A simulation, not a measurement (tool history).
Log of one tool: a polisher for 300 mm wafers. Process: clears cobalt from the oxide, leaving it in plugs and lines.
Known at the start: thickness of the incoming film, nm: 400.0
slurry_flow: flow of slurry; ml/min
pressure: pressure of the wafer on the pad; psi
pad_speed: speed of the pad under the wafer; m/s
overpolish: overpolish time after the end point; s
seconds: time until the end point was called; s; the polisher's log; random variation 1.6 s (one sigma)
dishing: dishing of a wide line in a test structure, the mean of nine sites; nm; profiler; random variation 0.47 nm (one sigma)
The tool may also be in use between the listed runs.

Run 1, hour 0.0: slurry_flow 220 ml/min, pressure 1.5 psi, pad_speed 0.84 m/s, overpolish 12 s. Result: seconds 130.63 s, dishing 26.317 nm.
Run 2, hour 8.1: slurry_flow 220 ml/min, pressure 1.2 psi, pad_speed 0.84 m/s, overpolish 12 s. Result: seconds 149.75 s, dishing 23.925 nm.
Run 3, hour 14.3: slurry_flow 220 ml/min, pressure 1.4 psi, pad_speed 0.90 m/s, overpolish 13 s. Result: seconds 129.81 s, dishing 28.467 nm.
Run 4, hour 22.4: slurry_flow 220 ml/min, pressure 1.6 psi, pad_speed 0.90 m/s, overpolish 13 s. Result: seconds 120.11 s, dishing 29.723 nm.
Run 5, hour 24.9: slurry_flow 220 ml/min, pressure 1.7 psi, pad_speed 0.96 m/s, overpolish 14 s. Result: seconds 106.06 s, dishing 33.895 nm.
Run 6, hour 26.7: slurry_flow 220 ml/min, pressure 1.5 psi, pad_speed 0.96 m/s, overpolish 14 s. Result: seconds 118.67 s, dishing 32.004 nm.

The next listed run, before its measurement:
Run 7, hour 32.9: slurry_flow 220 ml/min, pressure 1.7 psi, pad_speed 0.98 m/s, overpolish 15 s. Result: seconds ?, dishing ?.

seconds: 108.58 s
dishing: 36.188 nm
